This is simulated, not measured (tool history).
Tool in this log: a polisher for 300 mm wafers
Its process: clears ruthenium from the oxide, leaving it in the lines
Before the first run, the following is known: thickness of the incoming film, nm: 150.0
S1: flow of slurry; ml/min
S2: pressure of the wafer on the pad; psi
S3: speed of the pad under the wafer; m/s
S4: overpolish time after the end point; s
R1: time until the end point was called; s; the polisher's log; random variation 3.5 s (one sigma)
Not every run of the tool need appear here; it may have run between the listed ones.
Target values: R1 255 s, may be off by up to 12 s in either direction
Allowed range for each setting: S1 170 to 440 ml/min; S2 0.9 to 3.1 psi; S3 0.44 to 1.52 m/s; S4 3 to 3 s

run,day,S1,S2,S3,S4,R1
1,0,280,2,0.98,3,144.25
2,0.179,280,2.3,0.98,3,126.14
3,0.504,280,2.1,0.96,3,140.94
4,0.725,280,2.1,0.96,3,141.79
5,1.104,280,2.1,1.18,3,115.94
6,1.154,325,2.1,1.18,3,114.22
7,1.308,320,1.5,0.92,3,202.68
8,1.608,320,1.4,0.92,3,213.17
9,1.888,320,1.4,0.92,3,217.05
10,2.079,320,1.3,0.92,3,226.45

5 candidate next runs follow, results not yet known. Just one meets every target within its allowed miss. Identify it.
A,2.271,380,1.6,0.72,3,?
B,2.271,315,1.3,1.1,3,?
C,2.271,275,1.2,0.82,3,?
D,2.271,275,1.5,0.72,3,?
E,2.271,310,1.4,0.84,3,?

move,R1
A,231.41
B,190.39
C,276.85
D,253.48
E,230.69
A: nearer than the last run, and not there yet
B: its largest miss is bigger than the last run's
C: takes the biggest miss from the last run beyond its target
D: all results in spec
E: nearer than the last run, and not there yet
Move D is the one to make.
